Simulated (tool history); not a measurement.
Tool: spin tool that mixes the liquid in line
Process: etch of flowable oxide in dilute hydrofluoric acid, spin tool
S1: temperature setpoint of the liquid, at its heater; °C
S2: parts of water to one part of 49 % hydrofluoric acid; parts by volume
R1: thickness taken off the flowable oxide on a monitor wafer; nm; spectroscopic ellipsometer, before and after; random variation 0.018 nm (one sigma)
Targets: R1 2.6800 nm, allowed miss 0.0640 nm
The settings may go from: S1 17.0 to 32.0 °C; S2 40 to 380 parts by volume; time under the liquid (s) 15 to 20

run 1 hour=0.0 | S1=24.0 S2=210 time_under_the_liquid_(s)=20 | R1=2.2317
run 2 hour=4.9 | S1=22.0 S2=210 time_under_the_liquid_(s)=20 | R1=2.0805
run 3 hour=6.6 | S1=23.0 S2=210 time_under_the_liquid_(s)=20 | R1=2.1453
run 4 hour=11.5 | S1=23.0 S2=145 time_under_the_liquid_(s)=20 | R1=3.3299
run 5 hour=18.8 | S1=23.0 S2=110 time_under_the_liquid_(s)=20 | R1=4.5751
run 6 hour=25.9 | S1=22.5 S2=115 time_under_the_liquid_(s)=20 | R1=4.2691
run 7 hour=30.9 | S1=22.0 S2=120 time_under_the_liquid_(s)=20 | R1=3.9618
run 8 hour=39.1 | S1=21.5 S2=125 time_under_the_liquid_(s)=20 | R1=3.7626
run 9 hour=47.6 | S1=21.0 S2=130 time_under_the_liquid_(s)=20 | R1=3.4723

4 next moves are on the table. One of them brings every result within its allowed miss. Which?
run A hour=56.1 | S1=17.5 S2=135 time_under_the_liquid_(s)=20 | R1=?
run B hour=56.1 | S1=21.0 S2=165 time_under_the_liquid_(s)=20 | R1=?
run C hour=56.1 | S1=23.5 S2=165 time_under_the_liquid_(s)=20 | R1=?
run D hour=56.1 | S1=19.5 S2=135 time_under_the_liquid_(s)=20 | R1=?

move=A R1=2.8894
move=B R1=2.6379
move=C R1=2.9047
move=D R1=3.1347
A: nearer than the last run, and not there yet
B: meets every target
C: nearer than the last run, and not there yet
D: nearer than the last run, and not there yet
Move B is the one to make.

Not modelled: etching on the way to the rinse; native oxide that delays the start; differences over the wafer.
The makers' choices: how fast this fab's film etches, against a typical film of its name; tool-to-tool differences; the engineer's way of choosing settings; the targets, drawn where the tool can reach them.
